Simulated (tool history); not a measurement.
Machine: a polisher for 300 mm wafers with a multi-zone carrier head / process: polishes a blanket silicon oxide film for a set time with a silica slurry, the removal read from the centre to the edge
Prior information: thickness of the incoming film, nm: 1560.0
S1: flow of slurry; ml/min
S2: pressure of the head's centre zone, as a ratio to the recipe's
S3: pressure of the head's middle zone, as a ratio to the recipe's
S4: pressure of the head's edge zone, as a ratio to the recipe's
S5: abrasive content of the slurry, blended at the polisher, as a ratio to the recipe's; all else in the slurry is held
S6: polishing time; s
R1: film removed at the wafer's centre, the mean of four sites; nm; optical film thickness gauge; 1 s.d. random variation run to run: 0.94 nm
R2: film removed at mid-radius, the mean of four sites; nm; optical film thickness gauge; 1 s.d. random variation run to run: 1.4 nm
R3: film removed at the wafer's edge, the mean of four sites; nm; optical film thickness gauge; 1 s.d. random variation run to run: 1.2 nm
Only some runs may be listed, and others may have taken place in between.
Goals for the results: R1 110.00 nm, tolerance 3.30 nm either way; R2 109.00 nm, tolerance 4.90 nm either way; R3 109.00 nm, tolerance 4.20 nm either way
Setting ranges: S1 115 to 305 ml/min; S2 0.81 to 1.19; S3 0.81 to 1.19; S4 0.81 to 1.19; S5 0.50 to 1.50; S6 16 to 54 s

Run 1, hour 0.0: S1 195 ml/min, S2 1.00, S3 1.00, S4 1.00, S5 1.00, S6 35 s. Result: R1 136.31 nm, R2 136.32 nm, R3 141.97 nm.
Run 2, hour 3.8: S1 195 ml/min, S2 1.00, S3 1.09, S4 1.00, S5 1.00, S6 35 s. Result: R1 135.51 nm, R2 145.82 nm, R3 139.08 nm.
Run 3, hour 7.6: S1 195 ml/min, S2 1.05, S3 1.09, S4 1.00, S5 1.00, S6 35 s. Result: R1 144.53 nm, R2 150.89 nm, R3 138.68 nm.
Run 4, hour 13.2: S1 195 ml/min, S2 1.05, S3 1.09, S4 1.00, S5 1.15, S6 35 s. Result: R1 155.04 nm, R2 157.58 nm, R3 148.71 nm.
Run 5, hour 20.8: S1 195 ml/min, S2 1.04, S3 1.05, S4 0.97, S5 1.00, S6 35 s. Result: R1 143.11 nm, R2 142.01 nm, R3 135.87 nm.
Run 6, hour 27.2: S1 185 ml/min, S2 1.01, S3 1.03, S4 0.93, S5 0.95, S6 35 s. Result: R1 132.46 nm, R2 134.32 nm, R3 129.29 nm.
Run 7, hour 33.5: S1 175 ml/min, S2 1.00, S3 1.00, S4 0.90, S5 0.90, S6 35 s. Result: R1 127.54 nm, R2 126.52 nm, R3 124.13 nm.
Run 8, hour 35.6: S1 170 ml/min, S2 0.99, S3 0.99, S4 0.88, S5 0.85, S6 35 s. Result: R1 123.73 nm, R2 121.74 nm, R3 120.96 nm.
Run 9, hour 36.7: S1 165 ml/min, S2 0.98, S3 0.98, S4 0.86, S5 0.80, S6 35 s. Result: R1 115.86 nm, R2 117.49 nm, R3 115.11 nm.
Run 10, hour 43.9: S1 155 ml/min, S2 0.98, S3 0.97, S4 0.85, S5 0.80, S6 35 s. Result: R1 115.91 nm, R2 116.44 nm, R3 113.37 nm.

Of the 4 settings listed for the next run, only one would bring every result within its allowed miss of target. Which one?
Run A, hour 51.1: S1 150 ml/min, S2 1.02, S3 1.00, S4 0.81, S5 0.75, S6 33 s. Result: R1 ?, R2 ?, R3 ?.
Run B, hour 51.1: S1 165 ml/min, S2 1.01, S3 0.93, S4 0.88, S5 0.65, S6 33 s. Result: R1 ?, R2 ?, R3 ?.
Run C, hour 51.1: S1 155 ml/min, S2 0.94, S3 0.89, S4 0.93, S5 0.85, S6 34 s. Result: R1 ?, R2 ?, R3 ?.
Run D, hour 51.1: S1 125 ml/min, S2 1.01, S3 0.99, S4 0.90, S5 0.65, S6 38 s. Result: R1 ?, R2 ?, R3 ?.

move      R1      R2      R3
   A  108.16  108.50  103.56
   B  101.49   96.58  101.25
   C  109.77  108.48  121.41
   D  109.59  110.65  112.96
A: the worst result of the last run now meets its target, but another is out of spec
B: pushes the last run's worst result past its target
C: the worst result of the last run now meets its target, but another is out of spec
D: meets every target
Go with D: it meets all targets.
